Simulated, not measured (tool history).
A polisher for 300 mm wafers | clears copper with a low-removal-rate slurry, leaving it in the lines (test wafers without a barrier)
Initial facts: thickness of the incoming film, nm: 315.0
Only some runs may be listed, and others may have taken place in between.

run    day  flow of slurry (ml/min)  pressure of the wafer on the pad (psi)  speed of the pad under the wafer (cm/s)  abrasive content of the slurry  overpolish time after the end point (s)  time until the end point was called (s)  dishing of a wide line in a test structure (Å)
  1  0.000                      160                                     4.0                                      100                             1.0                                       22                                   91.835                                          262.81
  2  0.100                      160                                     4.0                                      100                             1.1                                       22                                   90.957                                          260.61
  3  0.438                      160                                     4.0                                      100                             1.3                                       22                                   89.320                                          272.81
  4  0.729                      160                                     3.7                                      100                             1.3                                       22                                   92.622                                          263.83
  5  0.962                      160                                     2.7                                      100                             1.3                                       22                                  123.410                                          245.90
  6  1.242                      160                                     2.6                                      100                             1.3                                       22                                  127.830                                          228.18

Expected results for the next run?
  7  1.475                      160                                     2.5                                      100                             1.3                                       22                                        ?                                               ?

Run 7 produced time until the end point was called (s) 132.010, dishing of a wide line in a test structure (Å) 229.56.

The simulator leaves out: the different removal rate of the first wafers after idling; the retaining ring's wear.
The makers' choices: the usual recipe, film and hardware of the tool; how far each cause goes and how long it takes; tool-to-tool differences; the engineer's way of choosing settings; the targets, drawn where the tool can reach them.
